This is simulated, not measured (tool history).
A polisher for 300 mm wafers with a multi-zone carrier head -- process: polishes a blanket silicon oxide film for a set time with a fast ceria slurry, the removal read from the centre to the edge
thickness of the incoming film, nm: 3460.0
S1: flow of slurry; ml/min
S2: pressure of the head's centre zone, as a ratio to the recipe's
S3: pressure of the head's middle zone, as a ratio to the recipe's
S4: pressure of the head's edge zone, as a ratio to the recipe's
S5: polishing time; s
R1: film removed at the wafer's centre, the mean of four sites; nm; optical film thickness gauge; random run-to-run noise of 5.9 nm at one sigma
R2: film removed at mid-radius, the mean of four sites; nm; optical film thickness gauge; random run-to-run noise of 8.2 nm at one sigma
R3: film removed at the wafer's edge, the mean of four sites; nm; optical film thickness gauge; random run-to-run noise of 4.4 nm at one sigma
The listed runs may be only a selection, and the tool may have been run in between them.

run  hour   S1    S2    S3    S4  S5      R1      R2      R3
  1     0  310     1     1     1  69  950.51   983.8  968.83
  2   3.7  310     1     1  1.08  69  951.56  958.66  1014.8
  3  11.1  310  1.05     1  1.08  69  984.81   973.2  1008.4
  4  14.8  305  1.04  0.97  1.04  66  925.89   883.6  930.44
  5  17.9  295  1.03  0.95     1  65  926.06  851.35  909.81
  6    20  295  1.02  0.95  0.98  63   874.6  837.49  877.69
  7  26.1  295  1.02  0.94  0.96  61  855.75  810.62  847.78
  8  34.9  290  1.02  0.93  0.94  60  834.75  785.22  809.47

Run 9, settings as shown, results not yet in. Your forecast:
  9  37.9  285  1.01  0.92  0.92  59   ?   ?   ?

Run 9 produced R1 808.94 nm, R2 746.41 nm, R3 791.87 nm.

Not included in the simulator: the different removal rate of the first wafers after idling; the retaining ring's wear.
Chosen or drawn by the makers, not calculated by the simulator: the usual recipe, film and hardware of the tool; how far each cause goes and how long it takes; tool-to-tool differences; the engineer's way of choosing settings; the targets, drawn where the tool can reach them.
